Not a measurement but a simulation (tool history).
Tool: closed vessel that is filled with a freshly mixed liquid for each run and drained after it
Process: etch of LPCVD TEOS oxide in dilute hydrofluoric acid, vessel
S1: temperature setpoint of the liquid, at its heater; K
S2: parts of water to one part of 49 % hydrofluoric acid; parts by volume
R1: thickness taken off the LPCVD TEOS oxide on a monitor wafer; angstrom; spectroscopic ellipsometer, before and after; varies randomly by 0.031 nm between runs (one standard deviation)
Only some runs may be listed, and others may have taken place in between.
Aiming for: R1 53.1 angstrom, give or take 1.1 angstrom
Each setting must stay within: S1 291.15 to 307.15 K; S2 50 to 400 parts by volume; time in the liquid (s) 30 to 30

Run 1, day 0: S1 299.15 K, S2 225 parts by volume, time in the liquid (s) 30. Result: R1 35.585 angstrom.
Run 2, day 0.283: S1 300.65 K, S2 220 parts by volume, time in the liquid (s) 30. Result: R1 38.496 angstrom.
Run 3, day 0.375: S1 297.65 K, S2 220 parts by volume, time in the liquid (s) 30. Result: R1 34.05 angstrom.
Run 4, day 0.625: S1 294.65 K, S2 220 parts by volume, time in the liquid (s) 30. Result: R1 30.211 angstrom.
Run 5, day 0.979: S1 297.15 K, S2 220 parts by volume, time in the liquid (s) 30. Result: R1 33.491 angstrom.
Run 6, day 1.179: S1 299.15 K, S2 220 parts by volume, time in the liquid (s) 30. Result: R1 36.146 angstrom.
Run 7, day 1.488: S1 300.65 K, S2 215 parts by volume, time in the liquid (s) 30. Result: R1 39.11 angstrom.
Run 8, day 1.808: S1 301.65 K, S2 210 parts by volume, time in the liquid (s) 30. Result: R1 42.337 angstrom.

Which of these 5 next moves meets every target?
Run A, day 2.129: S1 301.65 K, S2 180 parts by volume, time in the liquid (s) 30. Result: R1 ?.
Run B, day 2.129: S1 303.15 K, S2 180 parts by volume, time in the liquid (s) 30. Result: R1 ?.
Run C, day 2.129: S1 307.15 K, S2 195 parts by volume, time in the liquid (s) 30. Result: R1 ?.
Run D, day 2.129: S1 300.65 K, S2 190 parts by volume, time in the liquid (s) 30. Result: R1 ?.
Run E, day 2.129: S1 301.15 K, S2 160 parts by volume, time in the liquid (s) 30. Result: R1 ?.

move      R1
   A  50.177
   B  52.912
   C  54.904
   D  45.321
   E  56.818
A: an improvement on the last run, though not all results are within tolerance
B: in spec on every target
C: takes the result that was furthest off past its target
D: an improvement on the last run, though not all results are within tolerance
E: takes the result that was furthest off past its target
B is the move that brings every result within its allowed miss.
